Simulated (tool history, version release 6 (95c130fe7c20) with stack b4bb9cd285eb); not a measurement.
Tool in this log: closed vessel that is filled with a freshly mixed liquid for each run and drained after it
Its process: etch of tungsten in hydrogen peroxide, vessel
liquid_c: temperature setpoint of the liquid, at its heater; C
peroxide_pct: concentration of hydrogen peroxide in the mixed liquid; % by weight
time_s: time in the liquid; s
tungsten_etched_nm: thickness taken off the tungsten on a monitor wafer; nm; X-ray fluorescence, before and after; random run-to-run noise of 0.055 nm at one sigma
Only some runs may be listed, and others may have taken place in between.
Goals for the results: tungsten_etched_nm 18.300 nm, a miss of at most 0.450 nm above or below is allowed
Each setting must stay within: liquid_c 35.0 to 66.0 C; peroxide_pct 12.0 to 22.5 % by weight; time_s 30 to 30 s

run,hour,liquid_c,peroxide_pct,time_s,tungsten_etched_nm
1,0.0,51.0,15.5,30,23.491
2,7.0,50.0,15.5,30,22.109
3,7.9,50.0,15.5,30,22.225
4,16.0,50.0,18.5,30,24.158
5,16.6,49.0,18.5,30,22.777
6,19.5,49.0,21.0,30,24.354
7,20.6,49.0,21.0,30,24.208
8,27.9,48.0,21.0,30,22.784
9,31.0,47.5,21.0,30,22.160
10,37.0,47.0,21.0,30,21.353
11,45.3,46.5,21.0,30,20.772
12,46.2,46.0,21.0,30,20.124
13,54.7,45.5,21.0,30,19.483

Exercise: of the 5 proposed moves below, exactly one satisfies all targets within the stated allowed misses. Which move is it?
A,63.2,44.0,20.5,30,?
B,63.2,43.5,21.0,30,?
C,63.2,46.5,22.5,30,?
D,63.2,46.5,16.0,30,?
E,63.2,46.0,21.0,30,?

move,tungsten_etched_nm
A,17.461
B,17.120
C,21.411
D,18.056
E,20.048
A: takes the result that was furthest off past its target
B: takes the result that was furthest off past its target
C: moves away from the targets compared with the last run
D: meets every target
E: moves away from the targets compared with the last run
Answer: D
